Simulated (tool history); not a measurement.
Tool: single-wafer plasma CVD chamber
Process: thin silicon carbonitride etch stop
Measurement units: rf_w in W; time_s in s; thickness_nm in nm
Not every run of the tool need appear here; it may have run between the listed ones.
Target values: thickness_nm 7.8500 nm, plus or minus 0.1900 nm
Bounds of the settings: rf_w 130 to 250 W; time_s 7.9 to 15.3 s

run,hour,rf_w,time_s,thickness_nm
1,0.0,190,11.6,6.8414
2,2.1,195,11.8,7.0567
3,4.8,185,11.8,6.9302
4,10.3,190,12.0,7.1324
5,13.6,195,12.1,7.2558
6,14.1,195,11.3,6.7753
7,23.0,200,11.5,6.9867
8,25.7,205,11.6,7.0960
9,32.8,210,11.7,7.2394
10,39.2,215,11.8,7.3540

Exactly one of the 5 candidate moves below puts every result within its allowed miss. Which one?
A,45.6,235,10.3,?
B,45.6,200,11.8,?
C,45.6,195,11.7,?
D,45.6,210,11.7,?
E,45.6,215,12.5,?

move,thickness_nm
A,6.6470
B,7.1116
C,6.9729
D,7.2023
E,7.7725
A: moves away from the targets compared with the last run
B: moves away from the targets compared with the last run
C: moves away from the targets compared with the last run
D: moves away from the targets compared with the last run
E: every result lands within tolerance
Correct choice: E, which meets every target

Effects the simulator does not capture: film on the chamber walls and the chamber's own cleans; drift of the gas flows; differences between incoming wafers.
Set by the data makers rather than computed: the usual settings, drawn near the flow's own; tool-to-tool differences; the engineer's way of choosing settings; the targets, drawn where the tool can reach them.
